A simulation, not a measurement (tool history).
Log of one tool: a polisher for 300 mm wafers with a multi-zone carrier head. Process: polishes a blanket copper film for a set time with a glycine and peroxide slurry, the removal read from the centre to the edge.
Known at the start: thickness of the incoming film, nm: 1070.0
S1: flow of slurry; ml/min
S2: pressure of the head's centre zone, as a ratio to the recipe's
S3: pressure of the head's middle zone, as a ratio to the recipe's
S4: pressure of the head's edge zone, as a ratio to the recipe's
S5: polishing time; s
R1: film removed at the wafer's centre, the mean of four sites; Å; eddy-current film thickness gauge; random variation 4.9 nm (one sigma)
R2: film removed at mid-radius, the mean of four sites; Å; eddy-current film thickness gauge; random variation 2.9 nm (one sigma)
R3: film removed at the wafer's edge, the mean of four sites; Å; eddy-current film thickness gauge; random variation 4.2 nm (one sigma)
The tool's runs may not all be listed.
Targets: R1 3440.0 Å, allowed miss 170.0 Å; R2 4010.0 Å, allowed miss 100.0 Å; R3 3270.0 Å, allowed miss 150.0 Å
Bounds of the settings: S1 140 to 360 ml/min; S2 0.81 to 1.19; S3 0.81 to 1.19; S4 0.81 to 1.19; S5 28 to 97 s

{"run": 1, "hour": 0.0, "S1": 230, "S2": 1.0, "S3": 1.0, "S4": 1.0, "S5": 62, "R1": 3348.8, "R2": 3365.8, "R3": 3409.3}
{"run": 2, "hour": 8.5, "S1": 250, "S2": 1.0, "S3": 1.05, "S4": 0.97, "S5": 62, "R1": 3408.4, "R2": 3491.1, "R3": 3352.2}
{"run": 3, "hour": 16.3, "S1": 250, "S2": 0.93, "S3": 1.05, "S4": 0.97, "S5": 62, "R1": 3254.3, "R2": 3536.6, "R3": 3372.0}
{"run": 4, "hour": 21.3, "S1": 260, "S2": 0.93, "S3": 1.09, "S4": 0.95, "S5": 62, "R1": 3189.9, "R2": 3712.3, "R3": 3369.6}
{"run": 5, "hour": 28.1, "S1": 275, "S2": 0.95, "S3": 1.11, "S4": 0.92, "S5": 62, "R1": 3253.1, "R2": 3786.8, "R3": 3268.6}
{"run": 6, "hour": 31.7, "S1": 275, "S2": 0.87, "S3": 1.11, "S4": 0.92, "S5": 62, "R1": 2933.1, "R2": 3734.2, "R3": 3283.1}
{"run": 7, "hour": 37.4, "S1": 280, "S2": 0.91, "S3": 1.12, "S4": 0.91, "S5": 62, "R1": 3121.8, "R2": 3747.7, "R3": 3248.9}
{"run": 8, "hour": 40.3, "S1": 285, "S2": 0.93, "S3": 1.14, "S4": 0.91, "S5": 62, "R1": 3206.4, "R2": 3840.4, "R3": 3204.3}

5 next moves are on the table. One of them brings every result within its allowed miss. Which?
{"run": "A", "hour": 43.2, "S1": 275, "S2": 0.9, "S3": 1.14, "S4": 0.97, "S5": 59, "R1": "?", "R2": "?", "R3": "?"}
{"run": "B", "hour": 43.2, "S1": 350, "S2": 0.96, "S3": 1.19, "S4": 0.83, "S5": 64, "R1": "?", "R2": "?", "R3": "?"}
{"run": "C", "hour": 43.2, "S1": 345, "S2": 0.99, "S3": 1.19, "S4": 0.81, "S5": 58, "R1": "?", "R2": "?", "R3": "?"}
{"run": "D", "hour": 43.2, "S1": 295, "S2": 0.99, "S3": 1.17, "S4": 0.88, "S5": 63, "R1": "?", "R2": "?", "R3": "?"}
{"run": "E", "hour": 43.2, "S1": 275, "S2": 0.95, "S3": 1.11, "S4": 0.84, "S5": 60, "R1": "?", "R2": "?", "R3": "?"}

move=A R1=2926.1 R2=3607.2 R3=3194.9
move=B R1=3457.2 R2=4134.3 R3=3269.1
move=C R1=3228.1 R2=3742.4 R3=2928.9
move=D R1=3461.3 R2=3959.2 R3=3272.9
move=E R1=3141.8 R2=3585.0 R3=3042.4
A: further off than the last run
B: takes the result that was furthest off past its target
C: further off than the last run
D: meets every target
E: further off than the last run
The right move is D.
